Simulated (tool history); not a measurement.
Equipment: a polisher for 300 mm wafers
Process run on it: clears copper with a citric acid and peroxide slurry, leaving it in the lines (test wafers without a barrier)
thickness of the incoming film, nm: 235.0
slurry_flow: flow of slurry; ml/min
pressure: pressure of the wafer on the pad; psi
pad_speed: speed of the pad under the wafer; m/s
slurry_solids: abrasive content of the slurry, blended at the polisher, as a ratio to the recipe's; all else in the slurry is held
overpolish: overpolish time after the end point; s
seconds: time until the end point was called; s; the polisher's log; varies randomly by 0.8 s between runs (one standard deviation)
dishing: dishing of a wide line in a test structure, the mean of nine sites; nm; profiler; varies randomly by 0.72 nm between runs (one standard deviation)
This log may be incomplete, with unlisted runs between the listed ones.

run 1 day=0.000 | slurry_flow=290 pressure=2.5 pad_speed=0.96 slurry_solids=1.0 overpolish=20 | seconds=125.290 dishing=22.328
run 2 day=0.196 | slurry_flow=290 pressure=2.7 pad_speed=0.96 slurry_solids=1.0 overpolish=21 | seconds=115.520 dishing=25.548
run 3 day=0.317 | slurry_flow=290 pressure=2.8 pad_speed=0.96 slurry_solids=1.0 overpolish=21 | seconds=114.300 dishing=27.398
run 4 day=0.442 | slurry_flow=290 pressure=3.4 pad_speed=0.96 slurry_solids=1.0 overpolish=21 | seconds=93.053 dishing=31.626
run 5 day=0.542 | slurry_flow=290 pressure=2.8 pad_speed=0.96 slurry_solids=1.0 overpolish=21 | seconds=111.470 dishing=26.232
run 6 day=0.767 | slurry_flow=290 pressure=2.8 pad_speed=0.96 slurry_solids=0.9 overpolish=21 | seconds=114.700 dishing=26.407
run 7 day=1.033 | slurry_flow=290 pressure=3.0 pad_speed=0.96 slurry_solids=0.9 overpolish=21 | seconds=107.380 dishing=27.114

Run 8 has not been measured yet. What should we expect?
run 8 day=1.262 | slurry_flow=290 pressure=3.1 pad_speed=0.96 slurry_solids=0.9 overpolish=21 | seconds=? dishing=?

Logged for run 8: seconds 102.670 s, dishing 28.116 nm.
